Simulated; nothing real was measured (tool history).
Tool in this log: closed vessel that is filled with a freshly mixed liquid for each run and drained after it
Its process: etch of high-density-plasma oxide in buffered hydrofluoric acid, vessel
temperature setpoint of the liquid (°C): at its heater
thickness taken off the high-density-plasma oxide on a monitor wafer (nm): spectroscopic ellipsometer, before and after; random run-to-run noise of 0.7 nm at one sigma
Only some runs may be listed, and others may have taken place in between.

| run | hour | temperature setpoint of the liquid (°C) | parts of 40 % ammonium fluoride to one part of 49 % hydrofluoric acid (parts by volume) | time in the liquid (s) | thickness taken off the high-density-plasma oxide on a monitor wafer (nm) |
|---|---|---|---|---|---|
| 1 | 0 | 24 | 8 | 35 | 75.839 |
| 2 | 2 | 24 | 9.5 | 35 | 64.651 |
| 3 | 5.4 | 24 | 10.5 | 35 | 58.823 |
| 4 | 8 | 24 | 10.5 | 30 | 50.869 |
| 5 | 16.4 | 25 | 10.5 | 30 | 54.51 |
| 6 | 23.4 | 25 | 10.5 | 35 | 62.598 |
| 7 | 26.7 | 25.5 | 10.5 | 35 | 64.393 |

Run 8 is up next; what results do you expect?
| 8 | 33.8 | 26 | 10.5 | 35 | ? |

Run 8 gave thickness taken off the high-density-plasma oxide on a monitor wafer (nm) 66.223.
